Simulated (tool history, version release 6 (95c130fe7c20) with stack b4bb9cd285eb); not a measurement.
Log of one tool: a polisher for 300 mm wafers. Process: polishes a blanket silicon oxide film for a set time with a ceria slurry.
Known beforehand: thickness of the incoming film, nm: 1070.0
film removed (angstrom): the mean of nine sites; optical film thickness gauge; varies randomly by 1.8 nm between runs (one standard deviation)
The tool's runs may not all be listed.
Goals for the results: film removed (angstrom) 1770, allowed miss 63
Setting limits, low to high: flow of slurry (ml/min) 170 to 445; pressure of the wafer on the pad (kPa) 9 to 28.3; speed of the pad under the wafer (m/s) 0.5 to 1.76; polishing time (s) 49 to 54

run	day	flow of slurry (ml/min)	pressure of the wafer on the pad (kPa)	speed of the pad under the wafer (m/s)	polishing time (s)	film removed (angstrom)
1	0	285	18.6	1.12	54	2647.7
2	0.288	285	17.2	1.12	54	2483.1
3	0.454	350	17.2	1.12	54	2499.7
4	0.825	350	15.9	1.12	54	2335.5
5	0.896	350	15.2	1.12	54	2219.1
6	0.933	350	15.2	1.12	54	2230.9
7	0.971	350	14.5	1.12	54	2118
8	1.179	350	13.8	1.12	54	2043.8
9	1.308	350	13.8	1.12	54	2007.9
10	1.538	350	11	1.12	54	1637.5
11	1.838	355	11	1.12	54	1626.2
12	2.046	360	11	1.12	54	1632.8

Which one of the following 5 next-run settings gets every result inside its allowed miss? There is exactly one.
A	2.254	410	11	1.2	54	?
B	2.254	425	13.1	1.08	54	?
C	2.254	345	11.7	1.24	54	?
D	2.254	380	13.1	1.12	54	?
E	2.254	305	12.4	1.24	51	?

move	film removed (angstrom)
A	1763.6
B	1880.5
C	1903.8
D	1932.7
E	1877.9
A: hits every target within its allowed miss
B: pushes the last run's worst result past its target
C: pushes the last run's worst result past its target
D: pushes the last run's worst result past its target
E: pushes the last run's worst result past its target
So the answer is move A, the one that meets all the targets.
